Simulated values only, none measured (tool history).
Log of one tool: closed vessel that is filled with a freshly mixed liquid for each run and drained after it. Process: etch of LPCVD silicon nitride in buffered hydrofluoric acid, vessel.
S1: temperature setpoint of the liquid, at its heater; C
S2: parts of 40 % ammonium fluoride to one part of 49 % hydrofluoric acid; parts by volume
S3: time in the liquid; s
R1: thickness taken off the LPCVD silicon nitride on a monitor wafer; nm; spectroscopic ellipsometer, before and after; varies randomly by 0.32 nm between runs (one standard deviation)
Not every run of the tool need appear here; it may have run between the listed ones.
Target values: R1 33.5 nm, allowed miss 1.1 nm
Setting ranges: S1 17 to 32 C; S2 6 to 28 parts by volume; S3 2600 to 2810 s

Run 1, hour 0: S1 24 C, S2 17 parts by volume, S3 2600 s. Result: R1 22.866 nm.
Run 2, hour 9.1: S1 25.5 C, S2 17 parts by volume, S3 2600 s. Result: R1 25.135 nm.
Run 3, hour 17.8: S1 25.5 C, S2 17 parts by volume, S3 2600 s. Result: R1 25.194 nm.
Run 4, hour 21.7: S1 26 C, S2 17 parts by volume, S3 2600 s. Result: R1 25.396 nm.
Run 5, hour 24.4: S1 24.5 C, S2 17 parts by volume, S3 2600 s. Result: R1 23.821 nm.
Run 6, hour 32.5: S1 25.5 C, S2 17 parts by volume, S3 2600 s. Result: R1 25.323 nm.
Run 7, hour 41: S1 26 C, S2 17 parts by volume, S3 2600 s. Result: R1 25.475 nm.
Run 8, hour 45.8: S1 26.5 C, S2 17 parts by volume, S3 2600 s. Result: R1 26.583 nm.
Run 9, hour 51.8: S1 27 C, S2 17 parts by volume, S3 2600 s. Result: R1 27.097 nm.
Run 10, hour 56.2: S1 27.5 C, S2 17 parts by volume, S3 2600 s. Result: R1 28.354 nm.

Exercise: of the 5 proposed moves below, exactly one satisfies all targets within the stated allowed misses. Which move is it?
Run A, hour 60.6: S1 32 C, S2 21.5 parts by volume, S3 2755 s. Result: R1 ?.
Run B, hour 60.6: S1 29.5 C, S2 15 parts by volume, S3 2665 s. Result: R1 ?.
Run C, hour 60.6: S1 27.5 C, S2 14.5 parts by volume, S3 2700 s. Result: R1 ?.
Run D, hour 60.6: S1 27 C, S2 13.5 parts by volume, S3 2735 s. Result: R1 ?.
Run E, hour 60.6: S1 25 C, S2 12 parts by volume, S3 2770 s. Result: R1 ?.

move      R1
   A  30.248
   B  35.756
   C  33.678
   D  35.624
   E  36.351
A: nearer than the last run, and not there yet
B: pushes the last run's worst result past its target
C: every result within its allowed miss
D: pushes the last run's worst result past its target
E: pushes the last run's worst result past its target
Move C is the one to make.
